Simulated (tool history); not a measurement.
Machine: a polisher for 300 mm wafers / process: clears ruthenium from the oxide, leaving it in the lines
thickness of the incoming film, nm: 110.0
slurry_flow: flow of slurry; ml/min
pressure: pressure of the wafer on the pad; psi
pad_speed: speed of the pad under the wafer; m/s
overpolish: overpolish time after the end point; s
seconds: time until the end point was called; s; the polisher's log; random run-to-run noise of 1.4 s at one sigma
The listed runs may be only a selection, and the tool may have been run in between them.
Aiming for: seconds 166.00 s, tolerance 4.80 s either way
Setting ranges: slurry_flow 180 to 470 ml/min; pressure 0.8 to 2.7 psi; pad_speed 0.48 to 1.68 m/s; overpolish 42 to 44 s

run	hour	slurry_flow	pressure	pad_speed	overpolish	seconds
1	0.0	300	1.7	1.08	42	124.26
2	5.9	300	1.5	1.08	42	139.10
3	11.7	300	1.4	1.08	42	152.07
4	12.7	300	1.0	1.08	42	203.76
5	18.7	300	1.1	1.08	42	186.50
6	24.5	300	1.1	0.96	42	210.65
7	27.8	300	1.2	0.96	42	196.17
8	33.5	300	1.3	0.96	42	178.85

Below are 4 possible settings for the next run. Only one of them brings all results inside the allowed miss of their targets. Which is it?
A	39.2	295	1.4	0.98	44	?
B	39.2	310	1.2	0.98	42	?
C	39.2	305	1.3	0.90	42	?
D	39.2	345	1.4	0.76	44	?

move	seconds
A	163.53
B	188.72
C	190.04
D	205.87
A: every result within its allowed miss
B: lands further from the targets than the last run did
C: lands further from the targets than the last run did
D: lands further from the targets than the last run did
Answer: A
